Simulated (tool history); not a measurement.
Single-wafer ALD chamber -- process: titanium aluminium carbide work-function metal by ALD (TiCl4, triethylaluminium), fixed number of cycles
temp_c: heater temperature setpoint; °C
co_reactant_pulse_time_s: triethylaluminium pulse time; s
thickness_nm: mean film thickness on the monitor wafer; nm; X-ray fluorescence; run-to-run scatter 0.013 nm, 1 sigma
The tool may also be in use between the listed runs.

run	hour	temp_c	co_reactant_pulse_time_s	thickness_nm
1	0	305	12.16	2.1324
2	2.4	313	12.16	2.2216
3	6.9	315	12.36	2.2339
4	14.2	315	13.99	2.2257
5	18.5	315	12.17	2.225
6	21.9	315	13.49	2.2337
7	25	317	13.55	2.2633
8	30.6	318	13.62	2.2656
9	33.7	318	13.62	2.2647

Forecast run 10:
10	40.4	319	13.67	?

Run 10 yielded thickness_nm 2.2858 nm.
